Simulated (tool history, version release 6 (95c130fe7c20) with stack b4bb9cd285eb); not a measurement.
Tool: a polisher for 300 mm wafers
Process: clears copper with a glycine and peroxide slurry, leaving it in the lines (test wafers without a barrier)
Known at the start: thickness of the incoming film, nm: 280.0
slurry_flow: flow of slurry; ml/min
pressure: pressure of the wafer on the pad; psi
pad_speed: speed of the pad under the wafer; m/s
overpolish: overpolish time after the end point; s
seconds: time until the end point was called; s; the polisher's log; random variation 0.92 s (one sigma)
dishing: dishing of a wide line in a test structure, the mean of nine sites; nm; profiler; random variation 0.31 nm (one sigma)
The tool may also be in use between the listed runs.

run,hour,slurry_flow,pressure,pad_speed,overpolish,seconds,dishing
1,0.0,145,1.7,1.02,23,66.362,54.190
2,4.4,145,1.7,0.90,23,72.506,50.353
3,12.4,130,1.7,0.90,23,75.395,50.250
4,14.4,155,1.7,0.90,23,70.680,51.568
5,20.3,155,1.7,1.08,23,62.754,55.642
6,29.2,185,1.7,1.08,23,61.181,57.730
7,30.1,185,1.6,1.06,20,65.030,50.385
8,34.8,180,1.5,1.06,18,67.141,43.957
9,40.1,175,1.4,1.06,17,70.323,40.451

Forecast run 10:
10,45.4,170,1.3,1.06,16,?,?

{"run 10": {"seconds": 74.265, "dishing": 37.061}}
